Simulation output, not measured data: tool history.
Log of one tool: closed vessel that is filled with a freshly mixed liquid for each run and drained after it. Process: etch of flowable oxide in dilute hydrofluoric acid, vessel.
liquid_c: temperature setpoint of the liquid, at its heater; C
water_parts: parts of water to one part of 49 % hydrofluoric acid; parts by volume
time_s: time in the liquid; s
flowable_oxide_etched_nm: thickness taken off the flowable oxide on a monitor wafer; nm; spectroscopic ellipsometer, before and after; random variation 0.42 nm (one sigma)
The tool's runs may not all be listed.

run	hour	liquid_c	water_parts	time_s	flowable_oxide_etched_nm
1	0.0	21.0	40	35	49.061
2	3.4	20.0	40	35	47.207
3	7.2	20.0	30	35	63.066
4	9.7	19.0	35	35	51.954
5	17.9	21.0	35	35	56.837
6	23.2	20.0	35	35	53.681
7	26.2	19.0	35	35	50.905
8	30.0	18.5	35	35	51.621
9	37.8	18.0	35	35	49.080

Forecast run 10:
10	41.5	17.5	35	35	?

flowable_oxide_etched_nm: 49.349 nm
